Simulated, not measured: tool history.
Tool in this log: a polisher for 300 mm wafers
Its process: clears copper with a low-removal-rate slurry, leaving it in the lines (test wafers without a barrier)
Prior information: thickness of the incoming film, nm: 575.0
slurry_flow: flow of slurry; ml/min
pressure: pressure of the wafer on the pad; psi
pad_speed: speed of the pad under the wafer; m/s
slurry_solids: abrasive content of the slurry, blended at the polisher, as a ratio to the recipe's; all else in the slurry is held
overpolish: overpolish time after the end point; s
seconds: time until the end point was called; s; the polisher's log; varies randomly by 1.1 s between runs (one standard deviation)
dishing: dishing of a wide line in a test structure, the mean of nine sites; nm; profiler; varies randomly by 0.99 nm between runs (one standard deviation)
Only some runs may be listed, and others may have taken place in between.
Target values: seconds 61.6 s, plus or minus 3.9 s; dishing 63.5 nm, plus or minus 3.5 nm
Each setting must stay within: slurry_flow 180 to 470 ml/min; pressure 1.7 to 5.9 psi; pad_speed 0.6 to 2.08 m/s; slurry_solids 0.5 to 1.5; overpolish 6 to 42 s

run 1 hour=0 | slurry_flow=300 pressure=3.8 pad_speed=1.34 slurry_solids=1 overpolish=21 | seconds=107.24 dishing=59.28
run 2 hour=3.3 | slurry_flow=300 pressure=4.1 pad_speed=1.36 slurry_solids=1 overpolish=19 | seconds=98.089 dishing=59.27
run 3 hour=5.5 | slurry_flow=300 pressure=4.4 pad_speed=1.38 slurry_solids=1 overpolish=18 | seconds=87.402 dishing=60.043
run 4 hour=6.4 | slurry_flow=300 pressure=4.4 pad_speed=1.38 slurry_solids=1 overpolish=24 | seconds=86.865 dishing=75.133
run 5 hour=14.6 | slurry_flow=300 pressure=4.4 pad_speed=1.38 slurry_solids=1 overpolish=17 | seconds=87.681 dishing=57.927
run 6 hour=21.9 | slurry_flow=300 pressure=4.6 pad_speed=1.38 slurry_solids=1 overpolish=16 | seconds=83.791 dishing=58.422
-- hour=28.3 worn pad replaced by a new one
run 7 hour=28.3 | slurry_flow=300 pressure=4.8 pad_speed=1.38 slurry_solids=1 overpolish=15 | seconds=76.314 dishing=58.73
run 8 hour=29 | slurry_flow=300 pressure=4.8 pad_speed=1.38 slurry_solids=1 overpolish=15 | seconds=74.686 dishing=61.207
run 9 hour=35 | slurry_flow=300 pressure=4.8 pad_speed=1.38 slurry_solids=1 overpolish=15 | seconds=75.712 dishing=59.444

Exactly one of the 5 candidate moves below puts every result within its allowed miss. Which one?
run A hour=41 | slurry_flow=270 pressure=5 pad_speed=1.62 slurry_solids=1.05 overpolish=13 | seconds=? dishing=?
run B hour=41 | slurry_flow=285 pressure=5.9 pad_speed=1.62 slurry_solids=1.15 overpolish=12 | seconds=? dishing=?
run C hour=41 | slurry_flow=305 pressure=4.5 pad_speed=1.1 slurry_solids=1 overpolish=22 | seconds=? dishing=?
run D hour=41 | slurry_flow=240 pressure=4.6 pad_speed=1.14 slurry_solids=1 overpolish=20 | seconds=? dishing=?
run E hour=41 | slurry_flow=325 pressure=3.7 pad_speed=1.62 slurry_solids=0.8 overpolish=15 | seconds=? dishing=?

move=A seconds=60.182 dishing=63.579
move=B seconds=50.124 dishing=69.389
move=C seconds=96.622 dishing=65.621
move=D seconds=93.848 dishing=62.578
move=E seconds=82.608 dishing=54.547
A: in spec on every target
B: the result that was furthest off in the last run now lies on the other side of its target
C: moves away from the targets compared with the last run
D: moves away from the targets compared with the last run
E: moves away from the targets compared with the last run
Correct choice: A, which meets every target
